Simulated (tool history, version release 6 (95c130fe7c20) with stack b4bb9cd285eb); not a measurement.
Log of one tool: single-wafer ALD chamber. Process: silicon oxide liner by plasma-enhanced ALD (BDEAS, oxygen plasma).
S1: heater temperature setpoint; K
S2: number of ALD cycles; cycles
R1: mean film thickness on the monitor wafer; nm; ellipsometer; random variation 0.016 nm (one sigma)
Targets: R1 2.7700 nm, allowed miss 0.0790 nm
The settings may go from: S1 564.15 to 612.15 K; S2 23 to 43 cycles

| run | hour | S1 | S2 | R1 |
|---|---|---|---|---|
| 1 | 0.0 | 588.15 | 33 | 3.1583 |
| 2 | 1.6 | 588.15 | 36 | 3.4449 |
| 3 | 8.4 | 588.15 | 35 | 3.3803 |
| 4 | 13.5 | 588.15 | 39 | 3.7621 |
| 5 | 17.3 | 588.15 | 37 | 3.5830 |
| 6 | 23.8 | 588.15 | 40 | 3.8759 |
| 7 | 25.3 | 589.15 | 38 | 3.6874 |
| 8 | 31.9 | 591.15 | 33 | 3.1995 |

5 next moves are on the table. One of them brings every result within its allowed miss. Which?
| A | 38.5 | 592.15 | 37 | ? |
| B | 38.5 | 580.15 | 41 | ? |
| C | 38.5 | 595.15 | 38 | ? |
| D | 38.5 | 586.15 | 39 | ? |
| E | 38.5 | 601.15 | 29 | ? |

| move | R1 |
|---|---|
| A | 3.6172 |
| B | 4.0689 |
| C | 3.7008 |
| D | 3.8416 |
| E | 2.8028 |
A: further off than the last run
B: further off than the last run
C: further off than the last run
D: further off than the last run
E: meets every target
The right move is E.
